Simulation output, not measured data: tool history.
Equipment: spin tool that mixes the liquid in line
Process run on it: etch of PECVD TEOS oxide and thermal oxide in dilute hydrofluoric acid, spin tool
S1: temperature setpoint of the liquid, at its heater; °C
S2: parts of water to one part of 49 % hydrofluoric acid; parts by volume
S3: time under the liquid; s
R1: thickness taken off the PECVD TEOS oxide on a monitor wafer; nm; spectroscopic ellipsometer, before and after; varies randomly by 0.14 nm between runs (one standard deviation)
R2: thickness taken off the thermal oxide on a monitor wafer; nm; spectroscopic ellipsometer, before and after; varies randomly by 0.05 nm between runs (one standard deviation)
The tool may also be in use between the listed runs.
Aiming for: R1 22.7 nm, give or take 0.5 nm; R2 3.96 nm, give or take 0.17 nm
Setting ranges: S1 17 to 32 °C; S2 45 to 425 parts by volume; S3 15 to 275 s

run 1 hour=0 | S1=24 S2=235 S3=140 | R1=14.998 R2=2.6146
run 2 hour=0.7 | S1=24 S2=235 S3=180 | R1=19.387 R2=3.3908
run 3 hour=1.5 | S1=24 S2=310 S3=180 | R1=13.503 R2=2.3303
run 4 hour=5.2 | S1=25.5 S2=300 S3=180 | R1=14.942 R2=2.5849
run 5 hour=10.5 | S1=27 S2=300 S3=180 | R1=15.681 R2=2.7827
run 6 hour=18.8 | S1=27 S2=300 S3=135 | R1=11.916 R2=2.0647
run 7 hour=25.5 | S1=28 S2=280 S3=135 | R1=13.279 R2=2.315
run 8 hour=29.7 | S1=29 S2=260 S3=135 | R1=15.208 R2=2.6461
run 9 hour=34 | S1=29 S2=260 S3=135 | R1=15.409 R2=2.6556
run 10 hour=37.5 | S1=29.5 S2=245 S3=135 | R1=16.626 R2=2.9434
run 11 hour=39.5 | S1=30 S2=235 S3=135 | R1=17.933 R2=3.0744
run 12 hour=43.6 | S1=30.5 S2=225 S3=135 | R1=19.25 R2=3.4193
run 13 hour=48.1 | S1=31 S2=220 S3=135 | R1=20.252 R2=3.5439
run 14 hour=56.5 | S1=31 S2=215 S3=135 | R1=20.719 R2=3.6094
run 15 hour=63.2 | S1=31 S2=210 S3=135 | R1=21.442 R2=3.8056

Which single option among these 4 for the next run brings every result within its allowed miss of target? Just one does.
run A hour=69.9 | S1=27.5 S2=230 S3=170 | R1=? R2=?
run B hour=69.9 | S1=26 S2=215 S3=155 | R1=? R2=?
run C hour=69.9 | S1=21.5 S2=205 S3=210 | R1=? R2=?
run D hour=69.9 | S1=30 S2=200 S3=140 | R1=? R2=?

move=A R1=21.076 R2=3.7392
move=B R1=19.826 R2=3.5174
move=C R1=24.123 R2=4.2798
move=D R1=22.549 R2=4.0004
A: the biggest miss grows against the last run
B: the biggest miss grows against the last run
C: takes the biggest miss from the last run beyond its target
D: all results in spec
Move D is the one to make.

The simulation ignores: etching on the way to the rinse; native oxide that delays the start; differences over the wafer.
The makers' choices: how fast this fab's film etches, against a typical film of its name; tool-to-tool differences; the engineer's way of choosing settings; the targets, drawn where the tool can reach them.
